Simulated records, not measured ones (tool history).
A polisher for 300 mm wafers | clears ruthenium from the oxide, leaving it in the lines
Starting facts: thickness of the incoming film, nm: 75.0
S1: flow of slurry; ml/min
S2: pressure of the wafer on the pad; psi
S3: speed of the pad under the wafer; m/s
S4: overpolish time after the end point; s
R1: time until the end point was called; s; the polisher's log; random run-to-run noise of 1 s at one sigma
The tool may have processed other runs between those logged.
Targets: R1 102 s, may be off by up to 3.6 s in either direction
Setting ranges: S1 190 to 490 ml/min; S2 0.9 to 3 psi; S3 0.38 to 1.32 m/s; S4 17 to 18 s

{"run": 1, "day": 0.0, "S1": 315, "S2": 1.9, "S3": 0.84, "S4": 17, "R1": 74.809}
{"run": 2, "day": 0.146, "S1": 315, "S2": 1.7, "S3": 0.84, "S4": 17, "R1": 83.419}
{"run": 3, "day": 0.217, "S1": 350, "S2": 1.7, "S3": 0.84, "S4": 17, "R1": 83.326}
{"run": 4, "day": 0.546, "S1": 400, "S2": 1.7, "S3": 0.84, "S4": 17, "R1": 81.948}
{"run": 5, "day": 0.771, "S1": 400, "S2": 1.7, "S3": 0.84, "S4": 18, "R1": 81.909}
{"run": 6, "day": 0.825, "S1": 400, "S2": 1.6, "S3": 0.84, "S4": 18, "R1": 85.613}
{"run": 7, "day": 0.954, "S1": 400, "S2": 1.5, "S3": 0.84, "S4": 18, "R1": 91.068}
{"run": 8, "day": 1.188, "S1": 400, "S2": 1.4, "S3": 0.84, "S4": 18, "R1": 97.311}

4 next moves are on the table. One of them brings every result within its allowed miss. Which?
{"run": "A", "day": 1.421, "S1": 455, "S2": 1.2, "S3": 0.84, "S4": 18, "R1": "?"}
{"run": "B", "day": 1.421, "S1": 350, "S2": 1.3, "S3": 0.82, "S4": 18, "R1": "?"}
{"run": "C", "day": 1.421, "S1": 380, "S2": 1.6, "S3": 0.72, "S4": 17, "R1": "?"}
{"run": "D", "day": 1.421, "S1": 440, "S2": 1.2, "S3": 0.84, "S4": 17, "R1": "?"}

move=A R1=111.57
move=B R1=107.98
move=C R1=100.88
move=D R1=111.78
A: takes the biggest miss from the last run beyond its target
B: takes the biggest miss from the last run beyond its target
C: in spec on every target
D: takes the biggest miss from the last run beyond its target
The right move is C.
